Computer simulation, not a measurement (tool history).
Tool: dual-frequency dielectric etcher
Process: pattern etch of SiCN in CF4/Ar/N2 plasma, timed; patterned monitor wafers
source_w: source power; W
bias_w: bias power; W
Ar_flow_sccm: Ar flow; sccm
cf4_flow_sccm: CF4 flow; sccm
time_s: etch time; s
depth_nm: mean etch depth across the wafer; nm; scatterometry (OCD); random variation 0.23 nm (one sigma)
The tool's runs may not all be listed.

| run | hour | source_w | bias_w | Ar_flow_sccm | cf4_flow_sccm | time_s | depth_nm |
|---|---|---|---|---|---|---|---|
| 1 | 0 | 330 | 51 | 132 | 45 | 62.5 | 29.597 |
| 2 | 2.2 | 330 | 45 | 132 | 45 | 62.5 | 28.561 |
| 3 | 4.1 | 350 | 45 | 132 | 45 | 62.5 | 30.004 |
| 4 | 8 | 370 | 45 | 132 | 45 | 62.5 | 31.777 |
| 5 | 13.7 | 380 | 45 | 132 | 45 | 62.5 | 32.256 |
| 6 | 18.5 | 390 | 45 | 132 | 45 | 62.5 | 33.226 |

The next listed run, before its measurement:
| 7 | 26.2 | 400 | 45 | 132 | 45 | 62.5 | ? |

Run 7 gave depth_nm 33.434 nm.

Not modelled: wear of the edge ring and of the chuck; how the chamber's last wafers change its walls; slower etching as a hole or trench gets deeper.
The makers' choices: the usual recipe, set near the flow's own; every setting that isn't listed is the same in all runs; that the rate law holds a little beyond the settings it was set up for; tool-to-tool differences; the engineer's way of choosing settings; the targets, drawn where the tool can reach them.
